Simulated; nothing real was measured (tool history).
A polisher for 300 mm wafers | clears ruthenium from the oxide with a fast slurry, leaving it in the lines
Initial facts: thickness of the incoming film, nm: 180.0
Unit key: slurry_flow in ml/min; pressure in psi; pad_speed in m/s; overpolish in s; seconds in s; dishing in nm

{"run": 1, "hour": 0.0, "slurry_flow": 175, "pressure": 2.6, "pad_speed": 0.9, "slurry_solids": 1.0, "overpolish": 9, "seconds": 50.131, "dishing": 23.941}
{"run": 2, "hour": 8.6, "slurry_flow": 175, "pressure": 2.6, "pad_speed": 0.9, "slurry_solids": 1.0, "overpolish": 12, "seconds": 49.835, "dishing": 30.571}
{"run": 3, "hour": 16.6, "slurry_flow": 175, "pressure": 2.5, "pad_speed": 0.88, "slurry_solids": 1.0, "overpolish": 11, "seconds": 51.04, "dishing": 25.903}
{"run": 4, "hour": 21.7, "slurry_flow": 180, "pressure": 2.4, "pad_speed": 0.86, "slurry_solids": 1.0, "overpolish": 10, "seconds": 55.412, "dishing": 23.445}
{"run": 5, "hour": 23.0, "slurry_flow": 180, "pressure": 2.4, "pad_speed": 0.86, "slurry_solids": 1.0, "overpolish": 12, "seconds": 53.858, "dishing": 27.105}
{"run": 6, "hour": 27.4, "slurry_flow": 180, "pressure": 2.4, "pad_speed": 0.86, "slurry_solids": 1.0, "overpolish": 10, "seconds": 53.886, "dishing": 22.959}
{"run": 7, "hour": 32.1, "slurry_flow": 185, "pressure": 2.3, "pad_speed": 0.84, "slurry_solids": 1.0, "overpolish": 9, "seconds": 58.527, "dishing": 19.894}

For run 8, what comes out?
{"run": 8, "hour": 35.9, "slurry_flow": 185, "pressure": 2.2, "pad_speed": 0.84, "slurry_solids": 1.0, "overpolish": 8, "seconds": "?", "dishing": "?"}

Run 8 came out at seconds 59.809 s, dishing 17.386 nm.
